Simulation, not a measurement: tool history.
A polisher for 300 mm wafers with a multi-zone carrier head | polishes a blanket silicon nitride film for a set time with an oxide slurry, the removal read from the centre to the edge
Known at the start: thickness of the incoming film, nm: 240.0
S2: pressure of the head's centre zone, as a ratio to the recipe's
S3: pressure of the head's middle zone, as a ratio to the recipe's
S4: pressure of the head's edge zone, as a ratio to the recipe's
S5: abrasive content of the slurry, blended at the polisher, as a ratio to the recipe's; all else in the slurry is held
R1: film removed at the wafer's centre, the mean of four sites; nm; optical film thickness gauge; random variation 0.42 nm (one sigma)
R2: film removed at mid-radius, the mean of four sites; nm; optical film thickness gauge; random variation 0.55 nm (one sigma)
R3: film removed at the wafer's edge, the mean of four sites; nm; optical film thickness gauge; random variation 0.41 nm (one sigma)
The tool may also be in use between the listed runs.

run 1 hour=0 | flow_of_slurry_(ml/min)=310 S2=1 S3=1 S4=1 S5=1 polishing_time_(s)=57 | R1=36.79 R2=34.641 R3=34.103
run 2 hour=5.9 | flow_of_slurry_(ml/min)=310 S2=1.01 S3=1.02 S4=1.03 S5=1.1 polishing_time_(s)=57 | R1=38.828 R2=36.194 R3=36.056
run 3 hour=8.1 | flow_of_slurry_(ml/min)=315 S2=1.01 S3=1.04 S4=1.05 S5=1.2 polishing_time_(s)=57 | R1=40.996 R2=38.82 R3=37.923
run 4 hour=14.9 | flow_of_slurry_(ml/min)=345 S2=1.01 S3=1.04 S4=1.05 S5=1.2 polishing_time_(s)=57 | R1=41.149 R2=38.936 R3=37.934
run 5 hour=22.7 | flow_of_slurry_(ml/min)=340 S2=1.01 S3=1.05 S4=1.06 S5=1.25 polishing_time_(s)=58 | R1=42.278 R2=39.675 R3=39.528
run 6 hour=31.1 | flow_of_slurry_(ml/min)=340 S2=1.01 S3=1.05 S4=1.06 S5=1.45 polishing_time_(s)=58 | R1=45.88 R2=43.304 R3=42.16
-- hour=35.3 centre zone pressure recalibrated
run 7 hour=35.3 | flow_of_slurry_(ml/min)=340 S2=1.01 S3=1.06 S4=1.08 S5=1.45 polishing_time_(s)=58 | R1=42.052 R2=43.156 R3=42.022
run 8 hour=42.4 | flow_of_slurry_(ml/min)=350 S2=1.02 S3=1.06 S4=1.08 S5=1.45 polishing_time_(s)=59 | R1=42.845 R2=44.1 R3=43.157

Forecast run 9:
run 9 hour=43.9 | flow_of_slurry_(ml/min)=350 S2=1.02 S3=1.06 S4=1.07 S5=1.45 polishing_time_(s)=60 | R1=? R2=? R3=?

R1: 43.474 nm
R2: 45.671 nm
R3: 43.891 nm
